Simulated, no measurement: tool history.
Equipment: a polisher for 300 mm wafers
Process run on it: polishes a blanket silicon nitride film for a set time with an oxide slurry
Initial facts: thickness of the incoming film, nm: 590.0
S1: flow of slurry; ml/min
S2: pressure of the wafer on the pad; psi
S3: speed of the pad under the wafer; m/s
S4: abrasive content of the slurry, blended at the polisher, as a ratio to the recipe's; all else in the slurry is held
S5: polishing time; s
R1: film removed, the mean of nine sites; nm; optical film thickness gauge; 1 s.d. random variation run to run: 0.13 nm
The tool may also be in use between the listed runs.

run  hour   S1   S2    S3   S4  S5      R1
  1     0  125    3  0.86    1  52  20.025
  2   7.4  110    3  0.86    1  52  19.374
  3  12.7  110    3  0.86  1.2  52  21.164
  4  17.4  110    3  1.06  1.2  52  25.174
  5  21.8  105  2.7  1.06  1.2  52  22.456
  6    24  105  2.7   1.2  1.2  52  25.118
  7    26  100  2.4   1.2  1.2  52  21.967
  8  27.2   95  2.3   1.2  1.2  52  20.673
  9  35.9   90  2.2   1.2  1.2  52  19.687
 10    40   85  2.1   1.2  1.2  52  18.011

Run 11, settings as shown, results not yet in. Your forecast:
 11    46  75  1.9  1.2  1.2  52   ?

R1: 15.856 nm

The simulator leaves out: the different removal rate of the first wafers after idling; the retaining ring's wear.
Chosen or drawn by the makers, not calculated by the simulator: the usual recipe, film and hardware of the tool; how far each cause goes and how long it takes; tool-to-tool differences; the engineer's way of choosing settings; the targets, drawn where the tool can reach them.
